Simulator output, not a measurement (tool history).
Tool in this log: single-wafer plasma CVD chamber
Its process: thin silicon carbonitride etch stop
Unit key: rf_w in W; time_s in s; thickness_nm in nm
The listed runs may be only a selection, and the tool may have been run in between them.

Run 1, hour 0.0: rf_w 210 W, time_s 20.7 s. Result: thickness_nm 11.883 nm.
Run 2, hour 2.2: rf_w 240 W, time_s 20.7 s. Result: thickness_nm 12.305 nm.
Run 3, hour 10.8: rf_w 225 W, time_s 20.7 s. Result: thickness_nm 12.041 nm.
Run 4, hour 12.5: rf_w 225 W, time_s 23.2 s. Result: thickness_nm 13.532 nm.
Run 5, hour 15.0: rf_w 225 W, time_s 25.5 s. Result: thickness_nm 14.881 nm.
Run 6, hour 23.3: rf_w 210 W, time_s 23.8 s. Result: thickness_nm 13.672 nm.

Forecast run 7:
Run 7, hour 28.7: rf_w 200 W, time_s 22.4 s. Result: thickness_nm ?.

{"run 7": {"thickness_nm": 12.709}}
